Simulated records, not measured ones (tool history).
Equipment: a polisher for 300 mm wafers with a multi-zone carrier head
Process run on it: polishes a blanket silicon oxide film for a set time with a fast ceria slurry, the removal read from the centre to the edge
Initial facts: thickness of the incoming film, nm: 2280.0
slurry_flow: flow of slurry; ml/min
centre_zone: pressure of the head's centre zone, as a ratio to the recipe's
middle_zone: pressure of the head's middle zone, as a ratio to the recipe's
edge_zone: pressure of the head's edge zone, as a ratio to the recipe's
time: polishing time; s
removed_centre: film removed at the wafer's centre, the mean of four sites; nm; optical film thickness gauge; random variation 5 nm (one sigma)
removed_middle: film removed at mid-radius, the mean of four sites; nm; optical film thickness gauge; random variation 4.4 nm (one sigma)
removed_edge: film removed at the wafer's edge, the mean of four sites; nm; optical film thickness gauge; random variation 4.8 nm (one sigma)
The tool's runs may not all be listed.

Run 1, day 0.000: slurry_flow 235 ml/min, centre_zone 1.00, middle_zone 1.00, edge_zone 1.00, time 39 s. Result: removed_centre 364.74 nm, removed_middle 358.50 nm, removed_edge 366.84 nm.
Run 2, day 0.321: slurry_flow 240 ml/min, centre_zone 1.03, middle_zone 0.98, edge_zone 0.99, time 39 s. Result: removed_centre 371.79 nm, removed_middle 354.07 nm, removed_edge 362.95 nm.
Run 3, day 0.488: slurry_flow 240 ml/min, centre_zone 1.03, middle_zone 0.98, edge_zone 0.99, time 45 s. Result: removed_centre 426.09 nm, removed_middle 402.32 nm, removed_edge 424.62 nm.
Run 4, day 0.825: slurry_flow 240 ml/min, centre_zone 0.95, middle_zone 0.98, edge_zone 0.99, time 45 s. Result: removed_centre 393.39 nm, removed_middle 404.79 nm, removed_edge 410.07 nm.
Run 5, day 1.004: slurry_flow 245 ml/min, centre_zone 0.99, middle_zone 0.96, edge_zone 0.96, time 44 s. Result: removed_centre 407.47 nm, removed_middle 388.21 nm, removed_edge 404.28 nm.
Run 6, day 1.054: slurry_flow 250 ml/min, centre_zone 1.01, middle_zone 0.95, edge_zone 0.93, time 43 s. Result: removed_centre 407.32 nm, removed_middle 368.08 nm, removed_edge 389.74 nm.

Forecast run 7:
Run 7, day 1.204: slurry_flow 255 ml/min, centre_zone 1.03, middle_zone 0.95, edge_zone 0.91, time 42 s. Result: removed_centre ?, removed_middle ?, removed_edge ?.

removed_centre: 409.20 nm
removed_middle: 371.51 nm
removed_edge: 374.89 nm
